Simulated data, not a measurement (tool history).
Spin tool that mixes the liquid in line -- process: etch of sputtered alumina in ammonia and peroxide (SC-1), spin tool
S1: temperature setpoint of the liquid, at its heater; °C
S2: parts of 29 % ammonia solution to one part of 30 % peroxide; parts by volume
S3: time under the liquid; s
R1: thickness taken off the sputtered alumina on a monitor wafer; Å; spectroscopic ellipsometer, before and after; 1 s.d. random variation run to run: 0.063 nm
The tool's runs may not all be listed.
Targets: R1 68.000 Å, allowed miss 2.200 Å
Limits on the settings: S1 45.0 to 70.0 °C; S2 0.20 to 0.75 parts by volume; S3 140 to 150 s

run 1 hour=0.0 | S1=61.0 S2=0.45 S3=140 | R1=109.230
run 2 hour=7.1 | S1=61.0 S2=0.45 S3=150 | R1=118.090
run 3 hour=11.7 | S1=57.5 S2=0.45 S3=150 | R1=97.915
run 4 hour=17.2 | S1=57.5 S2=0.45 S3=140 | R1=92.236
run 5 hour=21.8 | S1=57.5 S2=0.45 S3=150 | R1=98.764
-- hour=29.4 thermometer replaced
run 6 hour=29.4 | S1=55.5 S2=0.45 S3=150 | R1=93.266
run 7 hour=38.0 | S1=53.5 S2=0.45 S3=150 | R1=82.543
run 8 hour=46.5 | S1=52.5 S2=0.45 S3=150 | R1=78.187
run 9 hour=53.7 | S1=52.5 S2=0.45 S3=150 | R1=79.235
run 10 hour=54.3 | S1=51.5 S2=0.45 S3=150 | R1=74.884
run 11 hour=54.8 | S1=51.0 S2=0.45 S3=150 | R1=71.280
run 12 hour=57.0 | S1=50.5 S2=0.45 S3=150 | R1=69.368

Consider the 5 candidate settings below. Which is the only one whose results all fall within their allowed miss of target?
run A hour=59.2 | S1=52.0 S2=0.30 S3=150 | R1=?
run B hour=59.2 | S1=49.0 S2=0.50 S3=145 | R1=?
run C hour=59.2 | S1=49.5 S2=0.50 S3=150 | R1=?
run D hour=59.2 | S1=51.0 S2=0.40 S3=150 | R1=?
run E hour=59.2 | S1=52.5 S2=0.50 S3=140 | R1=?

move=A R1=73.915
move=B R1=63.632
move=C R1=67.671
move=D R1=71.939
move=E R1=74.408
A: the biggest miss grows against the last run
B: carries the result that was furthest off beyond its target, to the other side
C: every result within its allowed miss
D: the biggest miss grows against the last run
E: the biggest miss grows against the last run
C is the move that brings every result within its allowed miss.
